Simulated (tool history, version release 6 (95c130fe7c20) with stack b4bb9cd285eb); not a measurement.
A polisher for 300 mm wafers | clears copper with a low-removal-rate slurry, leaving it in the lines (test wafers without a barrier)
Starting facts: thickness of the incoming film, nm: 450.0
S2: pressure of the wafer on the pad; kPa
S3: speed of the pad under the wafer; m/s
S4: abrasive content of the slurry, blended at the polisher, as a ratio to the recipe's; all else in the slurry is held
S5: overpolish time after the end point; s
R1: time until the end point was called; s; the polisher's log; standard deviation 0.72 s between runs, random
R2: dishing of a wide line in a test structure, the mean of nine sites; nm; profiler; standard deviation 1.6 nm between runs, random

run 1 hour=0.0 | flow_of_slurry_(ml/min)=210 S2=26.2 S3=1.38 S4=1.0 S5=20 | R1=90.391 R2=42.715
run 2 hour=8.5 | flow_of_slurry_(ml/min)=210 S2=29.0 S3=1.38 S4=1.0 S5=20 | R1=83.703 R2=43.588
run 3 hour=10.2 | flow_of_slurry_(ml/min)=210 S2=29.0 S3=1.22 S4=1.0 S5=20 | R1=93.364 R2=42.579
run 4 hour=18.5 | flow_of_slurry_(ml/min)=210 S2=29.0 S3=1.22 S4=1.0 S5=26 | R1=94.514 R2=47.221
run 5 hour=22.0 | flow_of_slurry_(ml/min)=210 S2=29.0 S3=1.22 S4=1.0 S5=34 | R1=91.247 R2=52.897
run 6 hour=23.5 | flow_of_slurry_(ml/min)=210 S2=30.3 S3=1.24 S4=1.0 S5=33 | R1=88.259 R2=53.989
run 7 hour=26.2 | flow_of_slurry_(ml/min)=210 S2=31.7 S3=1.28 S4=1.0 S5=32 | R1=80.849 R2=56.073
run 8 hour=32.5 | flow_of_slurry_(ml/min)=210 S2=33.1 S3=1.30 S4=1.0 S5=31 | R1=76.440 R2=57.157

Predict the results of run 9:
run 9 hour=37.0 | flow_of_slurry_(ml/min)=210 S2=34.5 S3=1.32 S4=1.0 S5=30 | R1=? R2=?

R1: 71.873 s
R2: 57.337 nm
